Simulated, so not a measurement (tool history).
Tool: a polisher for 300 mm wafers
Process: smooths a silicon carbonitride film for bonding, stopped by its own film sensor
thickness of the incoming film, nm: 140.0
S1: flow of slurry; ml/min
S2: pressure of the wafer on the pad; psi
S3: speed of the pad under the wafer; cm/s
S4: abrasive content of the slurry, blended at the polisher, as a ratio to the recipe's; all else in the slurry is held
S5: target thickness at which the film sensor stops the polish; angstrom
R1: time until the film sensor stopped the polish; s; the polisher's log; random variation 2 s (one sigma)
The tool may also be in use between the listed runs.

run 1 day=0.000 | S1=305 S2=2.3 S3=84 S4=1.0 S5=1110 | R1=138.95
run 2 day=0.100 | S1=305 S2=2.1 S3=84 S4=1.0 S5=1110 | R1=146.54
run 3 day=0.283 | S1=305 S2=1.9 S3=84 S4=1.0 S5=1110 | R1=154.82
run 4 day=0.475 | S1=305 S2=2.4 S3=84 S4=1.0 S5=1110 | R1=135.23
run 5 day=0.662 | S1=305 S2=2.4 S3=84 S4=0.9 S5=1110 | R1=141.07
run 6 day=0.892 | S1=370 S2=2.4 S3=84 S4=0.9 S5=1110 | R1=139.75

The next listed run, before its measurement:
run 7 day=0.950 | S1=370 S2=2.1 S3=84 S4=0.9 S5=1110 | R1=?

Run 7 gave R1 149.48 s.
